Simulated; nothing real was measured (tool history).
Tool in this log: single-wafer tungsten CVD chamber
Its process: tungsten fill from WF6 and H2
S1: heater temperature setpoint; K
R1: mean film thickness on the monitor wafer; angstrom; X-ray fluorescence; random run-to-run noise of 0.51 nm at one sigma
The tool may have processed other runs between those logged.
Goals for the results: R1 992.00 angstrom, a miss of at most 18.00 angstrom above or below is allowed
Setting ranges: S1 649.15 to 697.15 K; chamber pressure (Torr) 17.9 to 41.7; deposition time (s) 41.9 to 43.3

{"run": 1, "hour": 0.0, "S1": 673.15, "chamber pressure (Torr)": 29.8, "deposition time (s)": 41.9, "R1": 1063.0}
{"run": 2, "hour": 5.0, "S1": 677.15, "chamber pressure (Torr)": 29.8, "deposition time (s)": 41.9, "R1": 1158.9}
{"run": 3, "hour": 11.8, "S1": 677.15, "chamber pressure (Torr)": 29.8, "deposition time (s)": 41.9, "R1": 1156.0}
{"run": 4, "hour": 19.7, "S1": 677.15, "chamber pressure (Torr)": 29.8, "deposition time (s)": 43.3, "R1": 1199.2}
{"run": 5, "hour": 27.5, "S1": 674.15, "chamber pressure (Torr)": 29.7, "deposition time (s)": 43.3, "R1": 1122.3}
{"run": 6, "hour": 28.5, "S1": 674.15, "chamber pressure (Torr)": 26.1, "deposition time (s)": 43.3, "R1": 1063.1}
{"run": 7, "hour": 30.0, "S1": 673.15, "chamber pressure (Torr)": 26.1, "deposition time (s)": 43.3, "R1": 1039.0}
{"run": 8, "hour": 31.0, "S1": 672.15, "chamber pressure (Torr)": 26.1, "deposition time (s)": 43.3, "R1": 1015.9}

Pick the move, out of 5, that brings all results within their allowed miss; only one does.
{"run": "A", "hour": 32.0, "S1": 674.15, "chamber pressure (Torr)": 26.3, "deposition time (s)": 42.6, "R1": "?"}
{"run": "B", "hour": 32.0, "S1": 675.15, "chamber pressure (Torr)": 23.6, "deposition time (s)": 43.3, "R1": "?"}
{"run": "C", "hour": 32.0, "S1": 671.15, "chamber pressure (Torr)": 25.8, "deposition time (s)": 41.9, "R1": "?"}
{"run": "D", "hour": 32.0, "S1": 673.15, "chamber pressure (Torr)": 24.6, "deposition time (s)": 42.9, "R1": "?"}
{"run": "E", "hour": 32.0, "S1": 673.15, "chamber pressure (Torr)": 26.6, "deposition time (s)": 43.3, "R1": "?"}

move=A R1=1036.20
move=B R1=1021.30
move=C R1=948.54
move=D R1=990.80
move=E R1=1037.60
A: lands further from the targets than the last run did
B: lands further from the targets than the last run did
C: the result that was furthest off in the last run now lies on the other side of its target
D: each result inside its tolerance
E: lands further from the targets than the last run did
The move that meets every target is D.
